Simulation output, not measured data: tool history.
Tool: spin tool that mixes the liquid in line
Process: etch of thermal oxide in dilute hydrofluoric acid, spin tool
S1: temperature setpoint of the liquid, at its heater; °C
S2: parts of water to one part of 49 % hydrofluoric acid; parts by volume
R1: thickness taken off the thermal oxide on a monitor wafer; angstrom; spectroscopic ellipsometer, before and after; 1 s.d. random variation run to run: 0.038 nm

Run 1, hour 0: S1 25 °C, S2 160 parts by volume, time under the liquid (s) 95. Result: R1 24.769 angstrom.
Run 2, hour 7.7: S1 25 °C, S2 160 parts by volume, time under the liquid (s) 95. Result: R1 24.594 angstrom.
Run 3, hour 10.4: S1 25 °C, S2 125 parts by volume, time under the liquid (s) 95. Result: R1 33.16 angstrom.
Run 4, hour 17.6: S1 22.5 °C, S2 125 parts by volume, time under the liquid (s) 95. Result: R1 30.051 angstrom.
Run 5, hour 24.8: S1 19 °C, S2 125 parts by volume, time under the liquid (s) 95. Result: R1 26.378 angstrom.
Run 6, hour 28.8: S1 17 °C, S2 125 parts by volume, time under the liquid (s) 95. Result: R1 23.899 angstrom.
Run 7, hour 37.7: S1 20 °C, S2 125 parts by volume, time under the liquid (s) 95. Result: R1 27.159 angstrom.
Run 8, hour 41.3: S1 20 °C, S2 125 parts by volume, time under the liquid (s) 95. Result: R1 27.274 angstrom.
Run 9, hour 41.9: S1 22.5 °C, S2 125 parts by volume, time under the liquid (s) 95. Result: R1 30.053 angstrom.

Predict the results of run 10:
Run 10, hour 47: S1 24.5 °C, S2 125 parts by volume, time under the liquid (s) 95. Result: R1 ?.

R1: 31.723 angstrom
